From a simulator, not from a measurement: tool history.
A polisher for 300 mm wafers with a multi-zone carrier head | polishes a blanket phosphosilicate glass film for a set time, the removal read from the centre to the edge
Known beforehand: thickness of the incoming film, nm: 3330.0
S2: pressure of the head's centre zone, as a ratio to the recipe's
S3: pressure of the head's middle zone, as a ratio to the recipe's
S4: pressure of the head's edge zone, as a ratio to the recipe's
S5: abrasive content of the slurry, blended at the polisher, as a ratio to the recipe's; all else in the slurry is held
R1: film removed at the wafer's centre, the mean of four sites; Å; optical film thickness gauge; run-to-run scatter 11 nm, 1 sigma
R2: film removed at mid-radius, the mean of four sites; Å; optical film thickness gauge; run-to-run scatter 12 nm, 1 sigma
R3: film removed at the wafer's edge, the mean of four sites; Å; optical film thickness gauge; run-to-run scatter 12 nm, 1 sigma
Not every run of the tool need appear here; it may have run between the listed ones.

{"run": 1, "hour": 0.0, "flow of slurry (ml/min)": 210, "S2": 1, "S3": 1, "S4": 1, "S5": 1, "polishing time (s)": 66, "R1": 6333.4, "R2": 6351.6, "R3": 6533.9}
{"run": 2, "hour": 8.8, "flow of slurry (ml/min)": 210, "S2": 1, "S3": 0.97, "S4": 1, "S5": 1, "polishing time (s)": 66, "R1": 6400.9, "R2": 6371.4, "R3": 6377}
{"run": 3, "hour": 11.1, "flow of slurry (ml/min)": 210, "S2": 1, "S3": 1, "S4": 1, "S5": 1, "polishing time (s)": 66, "R1": 6202, "R2": 6339.9, "R3": 6391.1}
{"run": 4, "hour": 17.6, "flow of slurry (ml/min)": 215, "S2": 1.01, "S3": 1.01, "S4": 1.01, "S5": 1.05, "polishing time (s)": 67, "R1": 6627.8, "R2": 6681.1, "R3": 6703}
{"run": 5, "hour": 19.8, "flow of slurry (ml/min)": 215, "S2": 1.01, "S3": 1.01, "S4": 1.03, "S5": 1.1, "polishing time (s)": 68, "R1": 6829.9, "R2": 7025.9, "R3": 7095.2}
{"run": 6, "hour": 27.3, "flow of slurry (ml/min)": 215, "S2": 1.01, "S3": 0.94, "S4": 1.03, "S5": 1.1, "polishing time (s)": 68, "R1": 6783.3, "R2": 6653, "R3": 7074.5}

Estimate the outcome of run 7 from the log above:
{"run": 7, "hour": 31.2, "flow of slurry (ml/min)": 220, "S2": 1.02, "S3": 0.95, "S4": 1.04, "S5": 1.15, "polishing time (s)": 69, "R1": "?", "R2": "?", "R3": "?"}

R1: 7382.7 Å
R2: 7092.4 Å
R3: 7476.4 Å
